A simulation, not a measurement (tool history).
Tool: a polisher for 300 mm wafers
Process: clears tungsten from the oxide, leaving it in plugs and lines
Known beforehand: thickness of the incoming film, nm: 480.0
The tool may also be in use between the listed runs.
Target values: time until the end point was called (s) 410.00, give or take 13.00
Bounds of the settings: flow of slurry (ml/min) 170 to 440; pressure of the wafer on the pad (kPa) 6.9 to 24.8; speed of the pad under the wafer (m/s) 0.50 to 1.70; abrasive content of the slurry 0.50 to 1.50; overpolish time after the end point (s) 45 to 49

run  hour  flow of slurry (ml/min)  pressure of the wafer on the pad (kPa)  speed of the pad under the wafer (m/s)  abrasive content of the slurry  overpolish time after the end point (s)  time until the end point was called (s)
  1   0.0                      280                                    15.9                                    1.10                            1.00                                       45                                   168.26
  2   1.8                      280                                    15.9                                    1.10                            1.00                                       49                                   171.05
  3   5.3                      280                                    13.8                                    1.02                            1.00                                       49                                   207.36
  4  13.0                      280                                    11.7                                    0.94                            1.00                                       49                                   263.30
  5  15.2                      280                                    11.7                                    0.94                            1.00                                       45                                   258.56
  6  16.4                      280                                    10.3                                    0.90                            1.00                                       45                                   309.79
  7  23.4                      280                                     9.7                                    0.90                            1.00                                       45                                   328.68
  8  25.8                      280                                     9.0                                    0.90                            1.00                                       45                                   349.27

Exactly one of the 4 candidate moves below puts every result within its allowed miss. Which one?
  A  28.2                      305                                     8.3                                    0.90                            0.95                                       45                                        ?
  B  28.2                      365                                     7.6                                    0.94                            1.00                                       45                                        ?
  C  28.2                      275                                    10.3                                    0.64                            1.05                                       49                                        ?
  D  28.2                      295                                    11.7                                    0.88                            0.70                                       46                                        ?

move  time until the end point was called (s)
   A                                   384.41
   B                                   390.01
   C                                   413.95
   D                                   305.54
A: moves toward the targets from the last run without getting all of them in spec
B: moves toward the targets from the last run without getting all of them in spec
C: every result lands within tolerance
D: misses by more than the last run did
Answer: C
